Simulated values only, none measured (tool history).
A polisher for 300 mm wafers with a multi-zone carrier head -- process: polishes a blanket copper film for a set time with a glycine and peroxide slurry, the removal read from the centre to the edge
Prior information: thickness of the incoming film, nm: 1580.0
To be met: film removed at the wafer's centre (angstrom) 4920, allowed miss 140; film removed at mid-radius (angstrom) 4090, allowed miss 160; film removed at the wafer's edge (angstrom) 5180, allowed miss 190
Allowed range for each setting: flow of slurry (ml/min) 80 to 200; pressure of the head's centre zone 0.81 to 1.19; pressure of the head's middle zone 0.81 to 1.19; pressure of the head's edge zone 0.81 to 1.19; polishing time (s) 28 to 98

run  hour  flow of slurry (ml/min)  pressure of the head's centre zone  pressure of the head's middle zone  pressure of the head's edge zone  polishing time (s)  film removed at the wafer's centre (angstrom)  film removed at mid-radius (angstrom)  film removed at the wafer's edge (angstrom)
  1     0                      130                                   1                                   1                                 1                  63                                         3817.4                                 3709.4                                       3820.5
  2   1.2                      130                                   1                                1.06                                 1                  63                                           3780                                   4000                                       3799.2
  3   7.5                      135                                   1                                1.03                              1.03                  65                                         3942.3                                 4024.3                                       4059.4
  4   9.6                      135                                   1                                1.03                              1.03                  51                                         3135.2                                 3123.4                                       3140.9
  5  14.7                      135                                0.96                                1.03                              1.03                  51                                         3005.6                                   3189                                       3145.8
  6  23.7                      105                                0.96                                1.03                              1.03                  51                                         2725.8                                 3017.9                                       2979.2
  7  28.3                      140                                1.02                                0.93                              1.13                  69                                         4300.1                                 3942.3                                       4453.2
  8  33.1                      140                                1.02                                0.93                              1.13                  69                                         4324.1                                 3958.8                                       4573.3
  9  37.7                      145                                1.02                                0.92                              1.14                  69                                           4330                                 3944.5                                       4511.3
 10    40                      145                                1.02                                0.92                              1.14                  69                                         4332.9                                   3972                                       4602.3
 11  42.3                      150                                1.02                                0.91                              1.15                  69                                         4318.5                                 3927.6                                       4682.7
 12  45.1                      155                                1.03                                0.91                              1.15                  69                                         4441.2                                 3924.3                                       4647.4
 13  48.3                      160                                1.03                                 0.9                              1.16                  70                                         4516.7                                   4050                                       4776.1

Exactly one of the 4 candidate moves below puts every result within its allowed miss. Which one?
  A  51.5                      170                                1.03                                0.83                              1.18                  75                                              ?                                      ?                                            ?
  B  51.5                      135                                1.13                                0.81                              1.14                  71                                              ?                                      ?                                            ?
  C  51.5                      150                                0.98                                0.85                              1.19                  75                                              ?                                      ?                                            ?
  D  51.5                      155                                0.98                                0.85                              1.19                  75                                              ?                                      ?                                            ?

move  film removed at the wafer's centre (angstrom)  film removed at mid-radius (angstrom)  film removed at the wafer's edge (angstrom)
   A                                         4905.5                                 4111.3                                       5239.9
   B                                         4836.8                                 3640.9                                       4714.2
   C                                         4543.2                                 4095.3                                       5172.4
   D                                         4576.9                                 4122.1                                       5196.7
A: every result within its allowed miss
B: puts the biggest miss on target and leaves a different result outside tolerance
C: an improvement on the last run, though not all results are within tolerance
D: an improvement on the last run, though not all results are within tolerance
The right move is A.

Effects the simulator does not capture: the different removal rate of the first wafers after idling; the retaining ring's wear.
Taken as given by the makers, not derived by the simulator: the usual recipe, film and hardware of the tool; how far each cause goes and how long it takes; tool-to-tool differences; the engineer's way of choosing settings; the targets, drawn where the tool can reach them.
